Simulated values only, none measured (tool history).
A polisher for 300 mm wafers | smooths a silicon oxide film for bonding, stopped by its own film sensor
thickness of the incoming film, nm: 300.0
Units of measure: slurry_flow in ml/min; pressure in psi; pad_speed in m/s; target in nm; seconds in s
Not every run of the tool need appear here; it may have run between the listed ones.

| run | hour | slurry_flow | pressure | pad_speed | slurry_solids | target | seconds |
|---|---|---|---|---|---|---|---|
| 1 | 0.0 | 295 | 1.7 | 1.12 | 1.00 | 269 | 53.423 |
| 2 | 8.2 | 295 | 1.7 | 1.12 | 0.85 | 269 | 57.274 |
| 3 | 17.0 | 360 | 1.7 | 1.12 | 0.85 | 269 | 58.959 |
| 4 | 17.7 | 360 | 1.8 | 1.14 | 0.85 | 269 | 55.670 |
| 5 | 26.0 | 360 | 1.9 | 1.16 | 0.85 | 269 | 52.075 |
| 6 | 30.7 | 360 | 1.9 | 1.04 | 0.85 | 269 | 53.365 |

For run 7, what comes out?
| 7 | 37.6 | 360 | 2.0 | 1.04 | 0.85 | 269 | ? |

{"run 7": {"seconds": 55.709}}
